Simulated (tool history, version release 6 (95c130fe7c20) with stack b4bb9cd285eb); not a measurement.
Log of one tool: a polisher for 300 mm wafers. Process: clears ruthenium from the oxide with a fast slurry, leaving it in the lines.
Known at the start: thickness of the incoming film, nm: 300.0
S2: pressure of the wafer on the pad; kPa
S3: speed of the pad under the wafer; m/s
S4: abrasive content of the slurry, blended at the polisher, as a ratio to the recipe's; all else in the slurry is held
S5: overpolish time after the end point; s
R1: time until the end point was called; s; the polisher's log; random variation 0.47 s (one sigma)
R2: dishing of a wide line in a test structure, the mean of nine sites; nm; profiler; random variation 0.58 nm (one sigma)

run 1 day=0 | flow_of_slurry_(ml/min)=230 S2=18.6 S3=1.1 S4=1 S5=14 | R1=63.664 R2=29.614
run 2 day=0.058 | flow_of_slurry_(ml/min)=275 S2=18.6 S3=1.1 S4=1 S5=14 | R1=63.133 R2=29.557
run 3 day=0.346 | flow_of_slurry_(ml/min)=275 S2=20 S3=1.1 S4=1 S5=14 | R1=57.351 R2=31.076
run 4 day=0.612 | flow_of_slurry_(ml/min)=275 S2=20 S3=0.92 S4=1 S5=14 | R1=70.45 R2=28.503
run 5 day=0.733 | flow_of_slurry_(ml/min)=275 S2=17.9 S3=0.92 S4=1 S5=14 | R1=77.974 R2=27.398
run 6 day=0.933 | flow_of_slurry_(ml/min)=275 S2=20.7 S3=0.92 S4=1 S5=14 | R1=66.064 R2=29.035
run 7 day=0.992 | flow_of_slurry_(ml/min)=275 S2=22.1 S3=0.92 S4=1 S5=14 | R1=62.601 R2=29.799
run 8 day=1.242 | flow_of_slurry_(ml/min)=275 S2=23.4 S3=0.92 S4=1 S5=14 | R1=59.823 R2=29.569
run 9 day=1.608 | flow_of_slurry_(ml/min)=275 S2=24.8 S3=0.94 S4=1 S5=15 | R1=54.562 R2=32.149
run 10 day=1.85 | flow_of_slurry_(ml/min)=275 S2=25.5 S3=0.96 S4=1 S5=15 | R1=52.421 R2=31.822
run 11 day=2.071 | flow_of_slurry_(ml/min)=275 S2=26.2 S3=0.98 S4=1 S5=15 | R1=50.018 R2=33.373

Forecast run 12:
run 12 day=2.179 | flow_of_slurry_(ml/min)=275 S2=26.9 S3=0.98 S4=1 S5=15 | R1=? R2=?

Run 12 gave R1 48.234 s, R2 31.112 nm.

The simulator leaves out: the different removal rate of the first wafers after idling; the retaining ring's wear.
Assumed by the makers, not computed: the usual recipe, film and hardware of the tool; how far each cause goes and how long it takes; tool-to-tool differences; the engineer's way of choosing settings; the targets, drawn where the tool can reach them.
